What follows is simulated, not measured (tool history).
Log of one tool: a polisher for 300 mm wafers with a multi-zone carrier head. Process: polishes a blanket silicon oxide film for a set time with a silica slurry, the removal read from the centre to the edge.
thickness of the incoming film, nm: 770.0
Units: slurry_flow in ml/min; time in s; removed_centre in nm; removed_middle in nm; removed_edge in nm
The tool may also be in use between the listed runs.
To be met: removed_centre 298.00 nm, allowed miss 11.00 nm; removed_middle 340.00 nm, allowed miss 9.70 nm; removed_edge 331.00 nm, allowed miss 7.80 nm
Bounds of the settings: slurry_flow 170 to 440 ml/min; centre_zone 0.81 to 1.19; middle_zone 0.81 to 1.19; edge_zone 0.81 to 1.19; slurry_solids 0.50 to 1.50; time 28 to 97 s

run    day  slurry_flow  centre_zone  middle_zone  edge_zone  slurry_solids  time  removed_centre  removed_middle  removed_edge
  1  0.000          280         1.00         1.00       1.00           1.00    62          237.78          233.82        239.16
  2  0.108          280         1.00         1.00       1.00           1.10    62          253.12          244.37        247.86
  3  0.162          285         0.99         1.01       1.02           1.15    62          257.01          252.22        255.38
  4  0.200          285         0.98         1.02       1.04           1.20    62          255.30          261.10        264.55
  5  0.275          285         1.06         1.02       1.04           1.20    62          277.34          259.22        264.32
  6  0.317          290         1.05         1.03       1.06           1.25    62          279.80          264.02        267.87
  7  0.588          290         1.04         1.04       1.07           1.30    63          279.47          275.77        278.66
  8  0.788          295         1.04         1.05       1.08           1.30    63          288.03          276.51        279.94
  9  1.104          295         1.03         1.06       1.09           1.30    64          291.73          284.61        285.11
 10  1.417          335         0.93         1.14       1.19           1.50    64          281.98          320.29        318.04
 11  1.729          345         0.94         1.15       1.19           1.50    65          284.65          332.95        325.86

Which of these 4 next moves meets every target?
  A  2.042          380         0.96         1.05       1.19           1.50    67               ?               ?             ?
  B  2.042          300         0.98         1.10       1.18           1.50    67               ?               ?             ?
  C  2.042          270         0.96         1.13       1.11           1.50    66               ?               ?             ?
  D  2.042          380         0.95         1.14       1.18           1.30    70               ?               ?             ?

move  removed_centre  removed_middle  removed_edge
   A          295.57          316.88        336.58
   B          294.71          322.55        329.30
   C          280.71          321.40        311.38
   D          290.82          337.87        332.59
A: brings the result that was furthest off to its target, and leaves another outside
B: brings the result that was furthest off to its target, and leaves another outside
C: further off than the last run
D: meets every target
The right move is D.
